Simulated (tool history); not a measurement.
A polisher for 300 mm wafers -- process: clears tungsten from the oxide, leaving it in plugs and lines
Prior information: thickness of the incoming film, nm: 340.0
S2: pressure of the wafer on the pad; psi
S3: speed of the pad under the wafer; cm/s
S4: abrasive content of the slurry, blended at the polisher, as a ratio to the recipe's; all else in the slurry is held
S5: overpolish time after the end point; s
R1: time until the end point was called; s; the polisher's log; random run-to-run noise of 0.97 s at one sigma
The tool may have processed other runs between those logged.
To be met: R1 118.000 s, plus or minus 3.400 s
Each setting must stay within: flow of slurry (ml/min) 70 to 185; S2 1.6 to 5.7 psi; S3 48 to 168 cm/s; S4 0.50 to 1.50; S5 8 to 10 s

{"run": 1, "day": 0.0, "flow of slurry (ml/min)": 120, "S2": 3.6, "S3": 108, "S4": 1.0, "S5": 10, "R1": 85.118}
{"run": 2, "day": 0.362, "flow of slurry (ml/min)": 120, "S2": 3.6, "S3": 108, "S4": 1.1, "S5": 10, "R1": 82.693}
{"run": 3, "day": 0.538, "flow of slurry (ml/min)": 100, "S2": 3.6, "S3": 108, "S4": 1.1, "S5": 10, "R1": 85.712}
{"run": 4, "day": 0.85, "flow of slurry (ml/min)": 100, "S2": 3.6, "S3": 108, "S4": 1.1, "S5": 10, "R1": 87.408}
{"run": 5, "day": 1.075, "flow of slurry (ml/min)": 100, "S2": 3.6, "S3": 108, "S4": 1.1, "S5": 10, "R1": 87.226}
{"run": 6, "day": 1.417, "flow of slurry (ml/min)": 95, "S2": 3.4, "S3": 108, "S4": 1.1, "S5": 10, "R1": 93.22}
{"run": 7, "day": 1.708, "flow of slurry (ml/min)": 95, "S2": 3.4, "S3": 108, "S4": 1.1, "S5": 10, "R1": 93.062}
{"run": 8, "day": 1.783, "flow of slurry (ml/min)": 90, "S2": 3.2, "S3": 108, "S4": 1.1, "S5": 10, "R1": 99.743}
{"run": 9, "day": 1.921, "flow of slurry (ml/min)": 85, "S2": 3.1, "S3": 108, "S4": 1.1, "S5": 10, "R1": 105.98}
{"run": 10, "day": 2.167, "flow of slurry (ml/min)": 80, "S2": 3.0, "S3": 108, "S4": 1.1, "S5": 10, "R1": 111.45}

4 candidate next runs follow, results not yet known. Just one meets every target within its allowed miss. Identify it.
{"run": "A", "day": 2.412, "flow of slurry (ml/min)": 70, "S2": 3.1, "S3": 122, "S4": 1.05, "S5": 8, "R1": "?"}
{"run": "B", "day": 2.412, "flow of slurry (ml/min)": 75, "S2": 3.0, "S3": 98, "S4": 1.1, "S5": 10, "R1": "?"}
{"run": "C", "day": 2.412, "flow of slurry (ml/min)": 70, "S2": 2.9, "S3": 112, "S4": 1.1, "S5": 10, "R1": "?"}
{"run": "D", "day": 2.412, "flow of slurry (ml/min)": 85, "S2": 2.9, "S3": 114, "S4": 1.1, "S5": 8, "R1": "?"}

move=A R1=104.250
move=B R1=125.900
move=C R1=118.650
move=D R1=108.300
A: its largest miss is bigger than the last run's
B: takes the biggest miss from the last run beyond its target
C: every result within its allowed miss
D: its largest miss is bigger than the last run's
Answer: C
